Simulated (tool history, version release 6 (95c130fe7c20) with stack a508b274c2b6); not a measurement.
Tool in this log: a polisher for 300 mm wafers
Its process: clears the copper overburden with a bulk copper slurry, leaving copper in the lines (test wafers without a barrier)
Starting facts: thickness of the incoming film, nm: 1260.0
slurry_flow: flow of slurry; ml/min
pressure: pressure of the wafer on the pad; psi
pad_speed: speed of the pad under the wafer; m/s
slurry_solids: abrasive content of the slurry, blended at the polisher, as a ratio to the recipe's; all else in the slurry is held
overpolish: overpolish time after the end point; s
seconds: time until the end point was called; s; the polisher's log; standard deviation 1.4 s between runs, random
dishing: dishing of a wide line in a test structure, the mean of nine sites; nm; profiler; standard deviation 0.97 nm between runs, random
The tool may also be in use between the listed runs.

run	hour	slurry_flow	pressure	pad_speed	slurry_solids	overpolish	seconds	dishing
1	0.0	270	3.2	1.00	1.00	13	120.87	80.322
2	6.2	270	3.2	1.00	1.15	13	117.92	81.128
3	12.1	270	3.2	1.00	1.30	13	114.05	81.979
4	13.5	270	3.2	0.88	1.30	13	126.60	75.668
5	14.9	210	3.2	0.88	1.30	13	133.46	73.511
6	17.1	230	3.4	0.88	1.30	10	126.50	63.270
7	20.5	250	3.6	0.88	1.30	9	121.76	60.561
8	27.5	255	3.9	0.88	1.30	8	112.04	57.238

Run 9, settings as shown, results not yet in. Your forecast:
9	34.0	255	4.0	0.88	1.30	8	?	?

seconds: 113.04 s
dishing: 59.911 nm
